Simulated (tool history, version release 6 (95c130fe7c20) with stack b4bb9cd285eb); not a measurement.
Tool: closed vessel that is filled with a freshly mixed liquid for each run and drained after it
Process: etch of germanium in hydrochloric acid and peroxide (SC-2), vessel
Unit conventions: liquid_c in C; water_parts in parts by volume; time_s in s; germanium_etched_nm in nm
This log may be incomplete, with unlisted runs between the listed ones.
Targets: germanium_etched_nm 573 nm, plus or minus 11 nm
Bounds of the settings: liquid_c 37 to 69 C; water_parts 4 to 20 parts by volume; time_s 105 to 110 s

run	hour	liquid_c	water_parts	time_s	germanium_etched_nm
1	0	53	11	105	464.37
2	5.5	54	11	105	478.01
3	7.6	54.5	11	105	483.46
4	16.5	55	11	105	496.45
5	21.3	55.5	11	105	496.1
6	23.9	55.5	11	105	500.6
# hour 31.4: chemicals flow meter replaced
7	31.4	56	11	105	515.57
8	36.5	56.5	11	105	522.88
9	42.5	57	11	105	532
10	51.2	57.5	11	105	535.09
11	60.3	58	11	105	544.88
12	64.8	59	11	105	560.57

Exercise: of the 4 proposed moves below, exactly one satisfies all targets within the stated allowed misses. Which move is it?
A	69.3	56	9.5	110	?
B	69.3	56.5	5.5	105	?
C	69.3	56	11	110	?
D	69.3	61	18.5	110	?

move	germanium_etched_nm
A	554.2
B	556.6
C	545.67
D	580.6
A: moves away from the targets compared with the last run
B: moves away from the targets compared with the last run
C: moves away from the targets compared with the last run
D: every result within its allowed miss
Go with D: it meets all targets.

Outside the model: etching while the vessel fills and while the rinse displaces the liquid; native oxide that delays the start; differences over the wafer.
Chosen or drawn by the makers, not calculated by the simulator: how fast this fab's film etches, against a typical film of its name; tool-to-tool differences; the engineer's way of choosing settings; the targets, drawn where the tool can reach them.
